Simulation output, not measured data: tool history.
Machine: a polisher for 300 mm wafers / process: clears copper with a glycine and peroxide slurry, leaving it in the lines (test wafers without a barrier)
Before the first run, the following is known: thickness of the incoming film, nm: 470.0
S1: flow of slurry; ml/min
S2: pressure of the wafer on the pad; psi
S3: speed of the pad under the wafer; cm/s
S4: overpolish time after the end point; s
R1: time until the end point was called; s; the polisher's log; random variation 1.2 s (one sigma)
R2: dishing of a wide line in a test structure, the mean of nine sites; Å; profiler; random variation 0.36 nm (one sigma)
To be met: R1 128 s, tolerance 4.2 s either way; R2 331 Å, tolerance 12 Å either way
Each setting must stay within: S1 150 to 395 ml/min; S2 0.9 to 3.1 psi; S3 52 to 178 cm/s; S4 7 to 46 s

{"run": 1, "hour": 0.0, "S1": 250, "S2": 2, "S3": 114, "S4": 24, "R1": 100, "R2": 738.86}
{"run": 2, "hour": 7.1, "S1": 250, "S2": 1.9, "S3": 116, "S4": 22, "R1": 102.5, "R2": 676.6}
{"run": 3, "hour": 14.8, "S1": 250, "S2": 1.8, "S3": 118, "S4": 20, "R1": 106.03, "R2": 604.64}
{"run": 4, "hour": 16.5, "S1": 210, "S2": 1.8, "S3": 118, "S4": 20, "R1": 109.63, "R2": 588.51}
{"run": 5, "hour": 19.9, "S1": 220, "S2": 1.7, "S3": 118, "S4": 18, "R1": 108.93, "R2": 523.57}
{"run": 6, "hour": 28.1, "S1": 220, "S2": 2, "S3": 118, "S4": 18, "R1": 98.162, "R2": 586.88}
{"run": 7, "hour": 30.5, "S1": 225, "S2": 1.9, "S3": 118, "S4": 17, "R1": 103.51, "R2": 541.91}
{"hour": 36.1, "done": "slurry nozzle cleaned"}
{"run": 8, "hour": 36.1, "S1": 235, "S2": 1.3, "S3": 122, "S4": 7, "R1": 121.83, "R2": 209.24}
{"run": 9, "hour": 44.9, "S1": 230, "S2": 1.3, "S3": 120, "S4": 8, "R1": 127.18, "R2": 233.55}
{"run": 10, "hour": 47.8, "S1": 225, "S2": 1.3, "S3": 118, "S4": 9, "R1": 130.24, "R2": 255.09}
{"run": 11, "hour": 50.2, "S1": 215, "S2": 1.3, "S3": 118, "S4": 9, "R1": 129.73, "R2": 248.48}
{"run": 12, "hour": 50.8, "S1": 210, "S2": 1.3, "S3": 116, "S4": 9, "R1": 129.66, "R2": 243.65}

4 next moves are on the table. One of them brings every result within its allowed miss. Which?
{"run": "A", "hour": 51.4, "S1": 175, "S2": 1.3, "S3": 110, "S4": 14, "R1": "?", "R2": "?"}
{"run": "B", "hour": 51.4, "S1": 150, "S2": 1.4, "S3": 112, "S4": 14, "R1": "?", "R2": "?"}
{"run": "C", "hour": 51.4, "S1": 270, "S2": 1.6, "S3": 84, "S4": 13, "R1": "?", "R2": "?"}
{"run": "D", "hour": 51.4, "S1": 175, "S2": 2, "S3": 70, "S4": 12, "R1": "?", "R2": "?"}

move=A R1=135.85 R2=350.51
move=B R1=132.39 R2=359.26
move=C R1=127.57 R2=350.63
move=D R1=126.93 R2=330.21
A: carries the result that was furthest off beyond its target, to the other side
B: carries the result that was furthest off beyond its target, to the other side
C: carries the result that was furthest off beyond its target, to the other side
D: each result inside its tolerance
The right move is D.

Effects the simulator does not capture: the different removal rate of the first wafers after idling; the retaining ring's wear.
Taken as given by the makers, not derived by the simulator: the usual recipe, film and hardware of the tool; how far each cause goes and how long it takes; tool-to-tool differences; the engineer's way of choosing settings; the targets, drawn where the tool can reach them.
